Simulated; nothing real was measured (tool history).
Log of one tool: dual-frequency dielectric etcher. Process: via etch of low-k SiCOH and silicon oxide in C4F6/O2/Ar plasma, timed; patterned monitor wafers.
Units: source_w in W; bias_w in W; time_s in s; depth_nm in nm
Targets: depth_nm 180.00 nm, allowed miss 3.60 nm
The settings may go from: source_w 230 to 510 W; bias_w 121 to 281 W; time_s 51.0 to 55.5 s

| run | hour | source_w | bias_w | time_s | depth_nm |
|---|---|---|---|---|---|
| 1 | 0.0 | 370 | 201 | 55.5 | 147.06 |
| 2 | 2.6 | 420 | 215 | 55.5 | 158.29 |
| 3 | 10.6 | 450 | 224 | 55.5 | 164.49 |
| 4 | 16.6 | 470 | 232 | 55.5 | 169.02 |
| 5 | 19.8 | 510 | 232 | 55.5 | 175.06 |
|  | 24.7 | source power generator calibrated |
| 6 | 24.7 | 460 | 232 | 55.5 | 171.09 |
| 7 | 29.3 | 470 | 236 | 55.5 | 173.50 |
| 8 | 30.6 | 480 | 238 | 55.5 | 175.40 |
| 9 | 36.3 | 480 | 238 | 55.5 | 175.58 |

Which of these 5 next moves meets every target?
| A | 42.0 | 470 | 233 | 55.5 | ? |
| B | 42.0 | 510 | 233 | 55.5 | ? |
| C | 42.0 | 450 | 229 | 55.5 | ? |
| D | 42.0 | 420 | 251 | 55.5 | ? |
| E | 42.0 | 510 | 214 | 55.0 | ? |

| move | depth_nm |
|---|---|
| A | 171.91 |
| B | 177.65 |
| C | 167.91 |
| D | 168.63 |
| E | 171.01 |
A: further off than the last run
B: meets every target
C: further off than the last run
D: further off than the last run
E: further off than the last run
Move B is the one to make.

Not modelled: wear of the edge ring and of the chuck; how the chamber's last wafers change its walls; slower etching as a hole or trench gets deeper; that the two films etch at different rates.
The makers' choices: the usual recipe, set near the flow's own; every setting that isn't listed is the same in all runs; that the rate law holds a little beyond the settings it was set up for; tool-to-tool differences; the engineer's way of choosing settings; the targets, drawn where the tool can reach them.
